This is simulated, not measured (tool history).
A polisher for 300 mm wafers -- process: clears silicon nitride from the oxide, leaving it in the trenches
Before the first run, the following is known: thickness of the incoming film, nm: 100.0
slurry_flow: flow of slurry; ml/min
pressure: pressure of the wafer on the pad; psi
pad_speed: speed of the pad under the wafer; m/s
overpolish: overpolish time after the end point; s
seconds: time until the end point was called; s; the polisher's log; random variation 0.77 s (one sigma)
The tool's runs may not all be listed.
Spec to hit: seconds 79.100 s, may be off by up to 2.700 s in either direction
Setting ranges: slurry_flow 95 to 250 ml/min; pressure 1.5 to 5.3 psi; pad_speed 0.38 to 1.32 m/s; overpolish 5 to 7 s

run	hour	slurry_flow	pressure	pad_speed	overpolish	seconds
1	0.0	160	3.4	0.84	7	108.360
2	6.9	160	3.4	0.84	7	110.450
3	8.0	160	3.5	0.84	7	105.830
4	10.7	160	3.6	0.84	7	104.520
5	19.1	160	3.6	0.70	7	123.050
6	23.7	160	3.8	0.70	7	115.240
7	26.5	180	4.8	0.72	7	89.782
8	32.4	180	4.9	0.72	7	89.549
9	34.3	180	5.1	0.74	7	81.857

Of the 5 settings listed for the next run, only one would bring every result within its allowed miss of target. Which one?
A	36.2	160	4.8	0.76	7	?
B	36.2	185	5.2	0.76	5	?
C	36.2	170	5.3	0.70	5	?
D	36.2	180	5.1	0.72	7	?
E	36.2	180	5.0	0.88	6	?

move	seconds
A	86.834
B	78.901
C	84.683
D	85.000
E	71.359
A: the biggest miss grows against the last run
B: meets every target
C: the biggest miss grows against the last run
D: the biggest miss grows against the last run
E: carries the result that was furthest off beyond its target, to the other side
Answer: B

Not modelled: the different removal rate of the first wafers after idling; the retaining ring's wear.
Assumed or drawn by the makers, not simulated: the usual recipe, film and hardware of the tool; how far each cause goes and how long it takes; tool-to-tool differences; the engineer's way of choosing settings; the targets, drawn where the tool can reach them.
